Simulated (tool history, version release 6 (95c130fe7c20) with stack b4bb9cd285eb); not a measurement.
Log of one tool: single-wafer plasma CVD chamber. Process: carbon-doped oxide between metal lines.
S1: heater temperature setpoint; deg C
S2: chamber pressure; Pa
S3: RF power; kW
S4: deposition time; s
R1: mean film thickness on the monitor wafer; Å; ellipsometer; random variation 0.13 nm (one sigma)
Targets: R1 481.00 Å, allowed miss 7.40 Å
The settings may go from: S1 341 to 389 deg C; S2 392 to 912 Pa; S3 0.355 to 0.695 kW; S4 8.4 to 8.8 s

run  hour   S1   S2     S3   S4      R1
  1   0.0  365  652  0.525  8.8  425.37
  2   1.9  365  740  0.525  8.8  432.65
  3   9.2  365  740  0.475  8.8  397.56
  4  11.1  363  767  0.495  8.8  416.75
  5  19.2  360  793  0.505  8.8  426.26
  6  23.1  360  871  0.505  8.8  430.92
  7  27.1  358  879  0.515  8.8  441.45
  8  33.7  356  885  0.525  8.8  448.75
  9  37.7  356  885  0.525  8.8  448.36
 10  40.1  355  891  0.535  8.8  457.17
 11  45.3  354  895  0.540  8.8  463.10
 12  47.2  353  899  0.540  8.8  461.38
 13  55.1  352  901  0.545  8.8  465.82
 14  56.6  351  904  0.550  8.8  470.59
 15  60.0  350  905  0.550  8.8  471.23

Which of these 4 next moves meets every target?
  A  63.4  348  912  0.530  8.8   ?
  B  63.4  342  911  0.570  8.5   ?
  C  63.4  351  912  0.570  8.5   ?
  D  63.4  348  912  0.520  8.8   ?

move      R1
   A  466.32
   B  484.73
   C  469.97
   D  459.86
A: further off than the last run
B: meets every target
C: further off than the last run
D: further off than the last run
The right move is B.
